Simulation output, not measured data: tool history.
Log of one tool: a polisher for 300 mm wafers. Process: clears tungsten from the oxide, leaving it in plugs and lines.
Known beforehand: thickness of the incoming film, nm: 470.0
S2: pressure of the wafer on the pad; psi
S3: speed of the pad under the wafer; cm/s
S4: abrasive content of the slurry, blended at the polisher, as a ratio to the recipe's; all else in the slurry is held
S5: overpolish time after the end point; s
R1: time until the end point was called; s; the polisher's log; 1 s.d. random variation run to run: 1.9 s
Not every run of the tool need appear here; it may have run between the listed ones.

{"run": 1, "hour": 0.0, "flow of slurry (ml/min)": 150, "S2": 4.4, "S3": 96, "S4": 1.0, "S5": 14, "R1": 77.585}
{"run": 2, "hour": 7.5, "flow of slurry (ml/min)": 145, "S2": 3.7, "S3": 86, "S4": 1.0, "S5": 14, "R1": 100.71}
{"run": 3, "hour": 10.1, "flow of slurry (ml/min)": 145, "S2": 3.7, "S3": 86, "S4": 1.0, "S5": 10, "R1": 102.82}
{"run": 4, "hour": 12.5, "flow of slurry (ml/min)": 125, "S2": 3.7, "S3": 86, "S4": 1.0, "S5": 10, "R1": 104.94}
{"run": 5, "hour": 16.7, "flow of slurry (ml/min)": 125, "S2": 3.1, "S3": 86, "S4": 1.0, "S5": 10, "R1": 124.4}
{"run": 6, "hour": 19.1, "flow of slurry (ml/min)": 120, "S2": 2.8, "S3": 80, "S4": 1.0, "S5": 10, "R1": 147.37}
{"run": 7, "hour": 20.6, "flow of slurry (ml/min)": 115, "S2": 2.6, "S3": 78, "S4": 1.0, "S5": 10, "R1": 165.02}
{"run": 8, "hour": 23.3, "flow of slurry (ml/min)": 110, "S2": 2.4, "S3": 78, "S4": 1.0, "S5": 10, "R1": 179.72}
{"run": 9, "hour": 28.2, "flow of slurry (ml/min)": 110, "S2": 2.4, "S3": 78, "S4": 1.0, "S5": 10, "R1": 178.21}

For run 10, what comes out?
{"run": 10, "hour": 33.9, "flow of slurry (ml/min)": 105, "S2": 2.3, "S3": 78, "S4": 1.0, "S5": 10, "R1": "?"}

{"run 10": {"R1": 189.03}}
